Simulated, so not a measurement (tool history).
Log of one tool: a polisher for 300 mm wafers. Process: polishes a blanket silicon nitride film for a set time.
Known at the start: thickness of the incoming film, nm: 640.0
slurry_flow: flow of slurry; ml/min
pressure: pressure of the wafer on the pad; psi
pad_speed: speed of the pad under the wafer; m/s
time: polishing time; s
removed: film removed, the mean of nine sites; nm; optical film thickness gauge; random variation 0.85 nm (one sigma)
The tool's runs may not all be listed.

Run 1, day 0: slurry_flow 245 ml/min, pressure 3.1 psi, pad_speed 1.32 m/s, time 86 s. Result: removed 143.08 nm.
Run 2, day 0.096: slurry_flow 245 ml/min, pressure 2.5 psi, pad_speed 1.28 m/s, time 86 s. Result: removed 112.44 nm.
Run 3, day 0.2: slurry_flow 245 ml/min, pressure 2.5 psi, pad_speed 1.28 m/s, time 90 s. Result: removed 116.86 nm.
Run 4, day 0.521: slurry_flow 245 ml/min, pressure 1.8 psi, pad_speed 1.28 m/s, time 90 s. Result: removed 92.586 nm.
Run 5, day 0.588: slurry_flow 245 ml/min, pressure 2.2 psi, pad_speed 1.28 m/s, time 90 s. Result: removed 109.07 nm.
Run 6, day 0.775: slurry_flow 245 ml/min, pressure 1.9 psi, pad_speed 1.24 m/s, time 90 s. Result: removed 96.72 nm.

Forecast run 7:
Run 7, day 1.146: slurry_flow 245 ml/min, pressure 1.7 psi, pad_speed 1.2 m/s, time 90 s. Result: removed ?.

Run 7 gave removed 84.376 nm.
